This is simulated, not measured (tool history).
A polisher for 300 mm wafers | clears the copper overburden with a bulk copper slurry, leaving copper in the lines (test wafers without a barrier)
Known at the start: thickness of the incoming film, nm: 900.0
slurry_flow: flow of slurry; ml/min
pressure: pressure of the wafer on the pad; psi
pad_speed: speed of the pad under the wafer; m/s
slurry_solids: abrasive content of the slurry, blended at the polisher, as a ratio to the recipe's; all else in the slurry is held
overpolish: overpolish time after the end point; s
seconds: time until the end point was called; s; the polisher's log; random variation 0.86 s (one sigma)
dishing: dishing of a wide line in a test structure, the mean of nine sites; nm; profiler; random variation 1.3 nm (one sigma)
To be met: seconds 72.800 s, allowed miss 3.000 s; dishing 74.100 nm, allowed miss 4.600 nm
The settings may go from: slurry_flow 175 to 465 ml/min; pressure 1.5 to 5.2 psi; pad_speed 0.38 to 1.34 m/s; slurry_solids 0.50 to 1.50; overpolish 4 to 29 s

run	hour	slurry_flow	pressure	pad_speed	slurry_solids	overpolish	seconds	dishing
1	0.0	295	3.3	0.86	1.00	15	113.880	74.013
2	6.6	295	3.7	0.86	1.00	13	101.200	73.242
3	10.4	295	4.0	0.86	1.00	12	96.611	75.450
4	16.4	295	4.3	0.88	1.00	10	86.277	70.033
5	23.3	295	4.5	0.88	1.00	10	83.580	71.453
6	31.3	295	4.7	0.88	1.00	10	79.223	74.060
7	36.9	295	4.8	0.88	1.00	10	79.349	76.739
8	37.4	295	5.1	0.90	1.00	7	72.909	60.074
9	42.5	295	5.1	0.90	1.00	8	71.701	66.590

5 next moves are on the table. One of them brings every result within its allowed miss. Which?
A	47.6	305	4.5	1.10	0.90	7	?	?
B	47.6	180	4.6	1.02	1.15	8	?	?
C	47.6	290	5.2	0.88	0.90	9	?	?
D	47.6	315	5.2	0.92	0.70	11	?	?
E	47.6	260	4.5	0.96	1.20	7	?	?

move	seconds	dishing
A	67.397	62.840
B	72.032	66.374
C	73.026	72.721
D	72.603	84.886
E	73.990	58.301
A: further off than the last run
B: as far off as the last run
C: meets every target
D: takes the result that was furthest off past its target
E: further off than the last run
Answer: C

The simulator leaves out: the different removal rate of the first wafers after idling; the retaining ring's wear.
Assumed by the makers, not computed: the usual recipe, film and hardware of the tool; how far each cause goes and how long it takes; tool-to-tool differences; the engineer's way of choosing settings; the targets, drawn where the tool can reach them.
